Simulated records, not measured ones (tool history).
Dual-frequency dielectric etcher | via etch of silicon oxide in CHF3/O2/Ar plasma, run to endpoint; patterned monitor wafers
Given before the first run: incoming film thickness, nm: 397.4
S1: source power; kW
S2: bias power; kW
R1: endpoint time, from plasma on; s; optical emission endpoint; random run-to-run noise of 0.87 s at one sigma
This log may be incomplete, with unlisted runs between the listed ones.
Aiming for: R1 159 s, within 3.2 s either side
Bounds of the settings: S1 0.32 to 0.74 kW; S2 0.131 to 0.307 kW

run    day    S1     S2      R1
  1      0  0.53  0.219  196.55
  2  0.142  0.57  0.228  185.96
  3  0.475  0.52  0.228   194.2
  4  0.671  0.52   0.21  201.93
  5  1.038  0.56  0.217  193.65
  6  1.246  0.49  0.217   204.3
  7  1.488  0.49  0.217  204.02
  8  1.538  0.53  0.223  193.42
  9  1.742  0.56  0.227  187.05
 10  1.771  0.59  0.229  184.94

4 candidate next runs follow, results not yet known. Just one meets every target within its allowed miss. Identify it.
  A  1.8  0.74  0.297   ?
  B  1.8  0.69  0.241   ?
  C  1.8  0.55  0.277   ?
  D  1.8  0.64  0.293   ?

move      R1
   A  149.34
   B  168.39
   C  173.18
   D  159.05
A: moves the result that the last run missed by most past its target, out the other side
B: moves toward the targets from the last run without getting all of them in spec
C: moves toward the targets from the last run without getting all of them in spec
D: all results in spec
D is the move that brings every result within its allowed miss.

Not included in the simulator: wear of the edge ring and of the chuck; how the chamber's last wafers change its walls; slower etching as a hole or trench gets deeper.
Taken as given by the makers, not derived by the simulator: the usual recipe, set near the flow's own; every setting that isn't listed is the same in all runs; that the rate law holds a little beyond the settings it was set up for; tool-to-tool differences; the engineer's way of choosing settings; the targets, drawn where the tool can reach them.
